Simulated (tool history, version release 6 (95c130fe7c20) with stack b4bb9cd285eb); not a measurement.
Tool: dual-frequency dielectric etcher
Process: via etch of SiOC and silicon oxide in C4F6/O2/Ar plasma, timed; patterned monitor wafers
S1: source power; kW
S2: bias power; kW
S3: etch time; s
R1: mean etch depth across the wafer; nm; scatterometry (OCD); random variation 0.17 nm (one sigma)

{"run": 1, "hour": 0.0, "S1": 0.25, "S2": 0.18, "S3": 62, "R1": 66.238}
{"run": 2, "hour": 3.6, "S1": 0.25, "S2": 0.167, "S3": 62, "R1": 64.835}
{"run": 3, "hour": 5.1, "S1": 0.23, "S2": 0.163, "S3": 62, "R1": 61.215}
{"run": 4, "hour": 12.4, "S1": 0.23, "S2": 0.163, "S3": 57.5, "R1": 56.837}
{"run": 5, "hour": 20.0, "S1": 0.23, "S2": 0.163, "S3": 62, "R1": 61.148}
{"run": 6, "hour": 23.1, "S1": 0.22, "S2": 0.162, "S3": 62, "R1": 59.499}

Run 7 comes next. What will it give?
{"run": 7, "hour": 30.2, "S1": 0.17, "S2": 0.157, "S3": 62, "R1": "?"}

R1: 49.368 nm
